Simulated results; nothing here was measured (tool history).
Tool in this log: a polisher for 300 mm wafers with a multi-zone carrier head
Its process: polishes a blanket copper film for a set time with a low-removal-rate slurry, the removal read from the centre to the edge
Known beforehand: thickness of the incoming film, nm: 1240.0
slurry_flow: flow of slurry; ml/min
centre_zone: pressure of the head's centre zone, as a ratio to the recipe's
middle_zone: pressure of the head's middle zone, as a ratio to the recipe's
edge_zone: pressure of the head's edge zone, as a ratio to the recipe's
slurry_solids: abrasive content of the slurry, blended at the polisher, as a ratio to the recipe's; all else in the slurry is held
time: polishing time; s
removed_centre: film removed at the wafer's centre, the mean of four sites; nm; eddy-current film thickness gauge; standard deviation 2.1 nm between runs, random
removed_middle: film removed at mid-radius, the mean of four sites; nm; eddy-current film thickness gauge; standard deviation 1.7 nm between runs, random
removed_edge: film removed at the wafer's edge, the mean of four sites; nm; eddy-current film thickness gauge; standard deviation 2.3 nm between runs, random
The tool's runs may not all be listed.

Run 1, day 0.000: slurry_flow 305 ml/min, centre_zone 1.00, middle_zone 1.00, edge_zone 1.00, slurry_solids 1.00, time 47 s. Result: removed_centre 139.23 nm, removed_middle 133.70 nm, removed_edge 135.81 nm.
Run 2, day 0.258: slurry_flow 310 ml/min, centre_zone 1.03, middle_zone 1.02, edge_zone 1.01, slurry_solids 1.10, time 48 s. Result: removed_centre 151.33 nm, removed_middle 142.34 nm, removed_edge 141.86 nm.
Run 3, day 0.575: slurry_flow 310 ml/min, centre_zone 1.03, middle_zone 1.10, edge_zone 1.01, slurry_solids 1.10, time 48 s. Result: removed_centre 150.25 nm, removed_middle 149.53 nm, removed_edge 141.83 nm.
Run 4, day 0.746: slurry_flow 310 ml/min, centre_zone 1.03, middle_zone 1.10, edge_zone 1.01, slurry_solids 1.20, time 48 s. Result: removed_centre 157.60 nm, removed_middle 151.92 nm, removed_edge 144.59 nm.
Run 5, day 1.058: slurry_flow 345 ml/min, centre_zone 1.03, middle_zone 1.10, edge_zone 1.01, slurry_solids 1.20, time 48 s. Result: removed_centre 157.10 nm, removed_middle 152.62 nm, removed_edge 144.73 nm.
Run 6, day 1.346: slurry_flow 345 ml/min, centre_zone 0.96, middle_zone 1.10, edge_zone 1.01, slurry_solids 1.20, time 48 s. Result: removed_centre 147.04 nm, removed_middle 152.61 nm, removed_edge 148.80 nm.
Run 7, day 1.504: slurry_flow 345 ml/min, centre_zone 0.98, middle_zone 1.10, edge_zone 1.02, slurry_solids 1.25, time 49 s. Result: removed_centre 154.95 nm, removed_middle 157.66 nm, removed_edge 153.52 nm.
Run 8, day 1.604: slurry_flow 345 ml/min, centre_zone 1.00, middle_zone 1.10, edge_zone 1.03, slurry_solids 1.30, time 49 s. Result: removed_centre 159.55 nm, removed_middle 155.82 nm, removed_edge 153.65 nm.

Run 9 has not been measured yet. What should we expect?
Run 9, day 1.675: slurry_flow 345 ml/min, centre_zone 1.02, middle_zone 1.11, edge_zone 1.03, slurry_solids 1.35, time 50 s. Result: removed_centre ?, removed_middle ?, removed_edge ?.

removed_centre: 162.79 nm
removed_middle: 167.49 nm
removed_edge: 157.56 nm

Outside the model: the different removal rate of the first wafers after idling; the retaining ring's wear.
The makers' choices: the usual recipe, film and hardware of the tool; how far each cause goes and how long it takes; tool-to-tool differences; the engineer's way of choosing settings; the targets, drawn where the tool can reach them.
